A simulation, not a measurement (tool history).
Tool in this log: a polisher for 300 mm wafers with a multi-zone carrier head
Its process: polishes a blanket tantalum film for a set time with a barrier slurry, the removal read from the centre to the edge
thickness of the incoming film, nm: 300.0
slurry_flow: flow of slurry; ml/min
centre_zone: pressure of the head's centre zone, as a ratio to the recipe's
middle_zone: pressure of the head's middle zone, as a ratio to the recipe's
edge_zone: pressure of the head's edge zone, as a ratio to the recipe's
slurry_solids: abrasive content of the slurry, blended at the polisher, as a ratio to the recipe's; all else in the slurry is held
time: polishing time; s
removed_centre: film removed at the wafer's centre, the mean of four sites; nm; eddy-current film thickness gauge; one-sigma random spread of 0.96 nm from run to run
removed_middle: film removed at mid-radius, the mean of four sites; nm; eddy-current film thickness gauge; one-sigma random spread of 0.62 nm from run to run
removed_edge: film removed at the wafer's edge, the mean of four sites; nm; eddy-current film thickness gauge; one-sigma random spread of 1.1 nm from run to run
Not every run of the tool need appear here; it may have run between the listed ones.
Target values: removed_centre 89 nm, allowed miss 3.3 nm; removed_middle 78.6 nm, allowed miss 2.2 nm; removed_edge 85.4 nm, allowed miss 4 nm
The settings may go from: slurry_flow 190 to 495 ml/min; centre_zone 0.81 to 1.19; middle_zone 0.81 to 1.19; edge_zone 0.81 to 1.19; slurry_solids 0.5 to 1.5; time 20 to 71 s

Run 1, hour 0: slurry_flow 320 ml/min, centre_zone 1, middle_zone 1, edge_zone 1, slurry_solids 1, time 45 s. Result: removed_centre 69.819 nm, removed_middle 71.254 nm, removed_edge 70.572 nm.
Run 2, hour 2.1: slurry_flow 320 ml/min, centre_zone 0.93, middle_zone 1, edge_zone 1, slurry_solids 1, time 45 s. Result: removed_centre 66.159 nm, removed_middle 72.551 nm, removed_edge 70.506 nm.
Run 3, hour 7.5: slurry_flow 285 ml/min, centre_zone 0.93, middle_zone 1, edge_zone 1, slurry_solids 1, time 45 s. Result: removed_centre 63.662 nm, removed_middle 71.617 nm, removed_edge 68.714 nm.
Run 4, hour 11.8: slurry_flow 335 ml/min, centre_zone 0.99, middle_zone 1.01, edge_zone 1.04, slurry_solids 1.05, time 45 s. Result: removed_centre 70.094 nm, removed_middle 73.013 nm, removed_edge 71.385 nm.
Run 5, hour 15.3: slurry_flow 345 ml/min, centre_zone 1.01, middle_zone 0.98, edge_zone 1.06, slurry_solids 1.2, time 46 s. Result: removed_centre 75.762 nm, removed_middle 74.428 nm, removed_edge 76.936 nm.
Run 6, hour 24.2: slurry_flow 295 ml/min, centre_zone 1.01, middle_zone 0.98, edge_zone 1.06, slurry_solids 1.2, time 46 s. Result: removed_centre 74.741 nm, removed_middle 74.452 nm, removed_edge 74.675 nm.
Run 7, hour 25.4: slurry_flow 295 ml/min, centre_zone 1.01, middle_zone 0.98, edge_zone 1.06, slurry_solids 1.2, time 46 s. Result: removed_centre 73.38 nm, removed_middle 73.577 nm, removed_edge 74.509 nm.
Run 8, hour 30.3: slurry_flow 335 ml/min, centre_zone 1.03, middle_zone 0.98, edge_zone 1.08, slurry_solids 1.3, time 46 s. Result: removed_centre 76.625 nm, removed_middle 75.405 nm, removed_edge 78.474 nm.
Run 9, hour 37: slurry_flow 355 ml/min, centre_zone 1.07, middle_zone 0.98, edge_zone 1.09, slurry_solids 1.35, time 46 s. Result: removed_centre 78.998 nm, removed_middle 75.948 nm, removed_edge 79.357 nm.

Exactly one of the 5 candidate moves below puts every result within its allowed miss. Which one?
Run A, hour 43.7: slurry_flow 400 ml/min, centre_zone 1.02, middle_zone 0.95, edge_zone 1.15, slurry_solids 1.4, time 48 s. Result: removed_centre ?, removed_middle ?, removed_edge ?.
Run B, hour 43.7: slurry_flow 380 ml/min, centre_zone 1.19, middle_zone 0.96, edge_zone 1, slurry_solids 1.25, time 47 s. Result: removed_centre ?, removed_middle ?, removed_edge ?.
Run C, hour 43.7: slurry_flow 345 ml/min, centre_zone 1.01, middle_zone 0.86, edge_zone 1.09, slurry_solids 1.35, time 50 s. Result: removed_centre ?, removed_middle ?, removed_edge ?.
Run D, hour 43.7: slurry_flow 380 ml/min, centre_zone 1.07, middle_zone 0.92, edge_zone 1.06, slurry_solids 1.35, time 50 s. Result: removed_centre ?, removed_middle ?, removed_edge ?.
Run E, hour 43.7: slurry_flow 350 ml/min, centre_zone 0.95, middle_zone 1, edge_zone 1.11, slurry_solids 1.4, time 46 s. Result: removed_centre ?, removed_middle ?, removed_edge ?.

move  removed_centre  removed_middle  removed_edge
   A          81.133          78.677        83.963
   B          90.332          75.939        75.014
   C           82.17          74.209        83.995
   D          87.675          79.015        83.221
   E          71.786          77.999        78.381
A: nearer the targets than the last run, but a result is still out of spec
B: brings the result that was furthest off to its target, and leaves another outside
C: nearer the targets than the last run, but a result is still out of spec
D: hits every target within its allowed miss
E: further off than the last run
Answer: D
